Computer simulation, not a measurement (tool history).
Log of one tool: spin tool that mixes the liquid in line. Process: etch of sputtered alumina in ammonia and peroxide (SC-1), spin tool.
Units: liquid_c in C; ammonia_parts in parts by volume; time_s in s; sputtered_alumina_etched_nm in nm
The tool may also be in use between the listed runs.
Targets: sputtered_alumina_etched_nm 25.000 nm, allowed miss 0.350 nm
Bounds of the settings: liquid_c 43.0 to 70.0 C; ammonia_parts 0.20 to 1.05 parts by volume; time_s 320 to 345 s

run    day  liquid_c  ammonia_parts  time_s  sputtered_alumina_etched_nm
  1  0.000      59.0           0.55     320                       45.922
  2  0.033      56.5           0.55     320                       40.104
  3  0.083      62.0           0.55     320                       53.216
  4  0.362      62.0           0.55     345                       57.385
  5  0.542      62.0           0.55     320                       53.259
  6  0.729      59.0           0.55     320                       45.622
  7  1.062      51.0           0.55     320                       29.912
  8  1.392      51.0           0.55     320                       29.932
  9  1.454      50.5           0.55     320                       29.127
 10  1.571      50.0           0.55     320                       28.364
 11  1.625      47.0           0.55     320                       23.930
 12  1.850      47.0           0.55     320                       23.972

Which of these 4 next moves meets every target?
  A  2.075      47.5           0.65     320                            ?
  B  2.075      44.0           0.70     340                            ?
  C  2.075      46.0           0.40     325                            ?
  D  2.075      46.0           0.60     320                            ?

move  sputtered_alumina_etched_nm
   A                       24.994
   B                       21.934
   C                       22.277
   D                       22.797
A: meets every target
B: further off than the last run
C: further off than the last run
D: further off than the last run
Answer: A
